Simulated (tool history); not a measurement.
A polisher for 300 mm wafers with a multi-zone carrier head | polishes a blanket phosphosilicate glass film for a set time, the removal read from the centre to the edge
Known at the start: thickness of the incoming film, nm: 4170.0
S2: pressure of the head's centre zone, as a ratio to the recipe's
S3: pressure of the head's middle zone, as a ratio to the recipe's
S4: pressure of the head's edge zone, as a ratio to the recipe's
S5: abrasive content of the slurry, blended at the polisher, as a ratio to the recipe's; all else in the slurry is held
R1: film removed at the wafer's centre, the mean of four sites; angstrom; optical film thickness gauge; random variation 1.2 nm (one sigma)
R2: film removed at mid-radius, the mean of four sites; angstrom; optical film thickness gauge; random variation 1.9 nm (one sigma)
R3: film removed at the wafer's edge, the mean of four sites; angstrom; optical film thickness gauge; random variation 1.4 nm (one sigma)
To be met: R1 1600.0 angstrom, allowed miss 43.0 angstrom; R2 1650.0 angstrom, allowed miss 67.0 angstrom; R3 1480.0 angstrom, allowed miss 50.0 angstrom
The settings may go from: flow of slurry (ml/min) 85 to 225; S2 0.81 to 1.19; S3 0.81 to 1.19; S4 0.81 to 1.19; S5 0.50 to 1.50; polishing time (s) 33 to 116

Run 1, hour 0.0: flow of slurry (ml/min) 145, S2 1.00, S3 1.00, S4 1.00, S5 1.00, polishing time (s) 74. Result: R1 3115.2 angstrom, R2 3126.7 angstrom, R3 2984.8 angstrom.
Run 2, hour 5.8: flow of slurry (ml/min) 140, S2 0.99, S3 0.99, S4 0.95, S5 0.85, polishing time (s) 65. Result: R1 2385.1 angstrom, R2 2386.4 angstrom, R3 2274.1 angstrom.
Run 3, hour 13.2: flow of slurry (ml/min) 140, S2 0.99, S3 0.99, S4 0.91, S5 0.85, polishing time (s) 65. Result: R1 2419.4 angstrom, R2 2422.3 angstrom, R3 2211.7 angstrom.
Run 4, hour 17.6: flow of slurry (ml/min) 135, S2 0.97, S3 0.98, S4 0.88, S5 0.75, polishing time (s) 63. Result: R1 2021.7 angstrom, R2 2020.1 angstrom, R3 1952.1 angstrom.
Run 5, hour 22.2: flow of slurry (ml/min) 135, S2 1.01, S3 0.98, S4 0.88, S5 0.75, polishing time (s) 63. Result: R1 2126.3 angstrom, R2 2051.2 angstrom, R3 1900.3 angstrom.
Run 6, hour 22.9: flow of slurry (ml/min) 125, S2 1.00, S3 1.00, S4 0.86, S5 0.70, polishing time (s) 63. Result: R1 1923.8 angstrom, R2 1975.9 angstrom, R3 1736.8 angstrom.
At hour 27.8: edge zone pressure recalibrated.
Run 7, hour 27.8: flow of slurry (ml/min) 125, S2 1.00, S3 1.00, S4 0.86, S5 0.70, polishing time (s) 63. Result: R1 1899.6 angstrom, R2 1920.5 angstrom, R3 1844.1 angstrom.
Run 8, hour 32.0: flow of slurry (ml/min) 130, S2 1.02, S3 1.02, S4 0.84, S5 0.65, polishing time (s) 61. Result: R1 1774.0 angstrom, R2 1773.4 angstrom, R3 1659.6 angstrom.
Run 9, hour 36.4: flow of slurry (ml/min) 120, S2 1.03, S3 1.03, S4 0.83, S5 0.65, polishing time (s) 61. Result: R1 1732.4 angstrom, R2 1725.9 angstrom, R3 1585.5 angstrom.
Run 10, hour 39.5: flow of slurry (ml/min) 110, S2 1.03, S3 1.04, S4 0.83, S5 0.65, polishing time (s) 61. Result: R1 1685.4 angstrom, R2 1732.5 angstrom, R3 1570.8 angstrom.
Run 11, hour 42.9: flow of slurry (ml/min) 105, S2 1.04, S3 1.04, S4 0.82, S5 0.65, polishing time (s) 61. Result: R1 1694.8 angstrom, R2 1712.8 angstrom, R3 1572.3 angstrom.
Run 12, hour 43.9: flow of slurry (ml/min) 105, S2 1.05, S3 1.05, S4 0.82, S5 0.65, polishing time (s) 61. Result: R1 1698.5 angstrom, R2 1678.7 angstrom, R3 1556.7 angstrom.
Run 13, hour 50.2: flow of slurry (ml/min) 95, S2 1.04, S3 1.10, S4 0.81, S5 0.55, polishing time (s) 61. Result: R1 1322.5 angstrom, R2 1391.9 angstrom, R3 1217.6 angstrom.
Run 14, hour 51.2: flow of slurry (ml/min) 115, S2 1.03, S3 1.08, S4 0.82, S5 0.55, polishing time (s) 61. Result: R1 1395.4 angstrom, R2 1433.2 angstrom, R3 1296.5 angstrom.
Run 15, hour 52.6: flow of slurry (ml/min) 110, S2 1.03, S3 1.06, S4 0.82, S5 0.55, polishing time (s) 61. Result: R1 1383.7 angstrom, R2 1428.5 angstrom, R3 1274.3 angstrom.
Run 16, hour 60.5: flow of slurry (ml/min) 125, S2 1.01, S3 1.05, S4 0.82, S5 0.55, polishing time (s) 61. Result: R1 1393.8 angstrom, R2 1471.0 angstrom, R3 1304.3 angstrom.
Run 17, hour 65.7: flow of slurry (ml/min) 130, S2 1.01, S3 1.03, S4 0.82, S5 0.55, polishing time (s) 61. Result: R1 1425.9 angstrom, R2 1485.9 angstrom, R3 1307.5 angstrom.
Run 18, hour 74.0: flow of slurry (ml/min) 130, S2 1.00, S3 1.01, S4 0.82, S5 0.55, polishing time (s) 61. Result: R1 1419.3 angstrom, R2 1406.5 angstrom, R3 1303.5 angstrom.
Run 19, hour 80.7: flow of slurry (ml/min) 135, S2 1.01, S3 1.03, S4 0.87, S5 0.55, polishing time (s) 61. Result: R1 1441.1 angstrom, R2 1435.8 angstrom, R3 1352.0 angstrom.
Run 20, hour 87.6: flow of slurry (ml/min) 175, S2 1.02, S3 1.10, S4 0.91, S5 0.60, polishing time (s) 61. Result: R1 1710.8 angstrom, R2 1838.9 angstrom, R3 1607.1 angstrom.
Run 21, hour 93.6: flow of slurry (ml/min) 140, S2 1.03, S3 1.08, S4 0.88, S5 0.60, polishing time (s) 61. Result: R1 1657.0 angstrom, R2 1705.6 angstrom, R3 1498.4 angstrom.
Run 22, hour 97.6: flow of slurry (ml/min) 135, S2 1.03, S3 1.08, S4 0.88, S5 0.60, polishing time (s) 61. Result: R1 1655.3 angstrom, R2 1685.8 angstrom, R3 1532.5 angstrom.

Which of these 5 next moves meets every target?
Run A, hour 101.6: flow of slurry (ml/min) 185, S2 0.97, S3 1.17, S4 0.81, S5 0.60, polishing time (s) 59. Result: R1 ?, R2 ?, R3 ?.
Run B, hour 101.6: flow of slurry (ml/min) 190, S2 1.06, S3 0.97, S4 0.99, S5 0.80, polishing time (s) 44. Result: R1 ?, R2 ?, R3 ?.
Run C, hour 101.6: flow of slurry (ml/min) 105, S2 1.05, S3 1.08, S4 0.86, S5 0.65, polishing time (s) 57. Result: R1 ?, R2 ?, R3 ?.
Run D, hour 101.6: flow of slurry (ml/min) 125, S2 0.97, S3 1.06, S4 0.85, S5 0.55, polishing time (s) 69. Result: R1 ?, R2 ?, R3 ?.
Run E, hour 101.6: flow of slurry (ml/min) 105, S2 0.92, S3 1.04, S4 0.88, S5 0.60, polishing time (s) 68. Result: R1 ?, R2 ?, R3 ?.

move      R1      R2      R3
   A  1598.0  1860.6  1496.7
   B  1751.7  1590.1  1642.1
   C  1582.5  1617.6  1487.8
   D  1517.9  1642.6  1503.7
   E  1504.4  1702.8  1633.2
A: brings the result that was furthest off to its target, and leaves another outside
B: further off than the last run
C: meets every target
D: takes the result that was furthest off past its target
E: takes the result that was furthest off past its target
The right move is C.
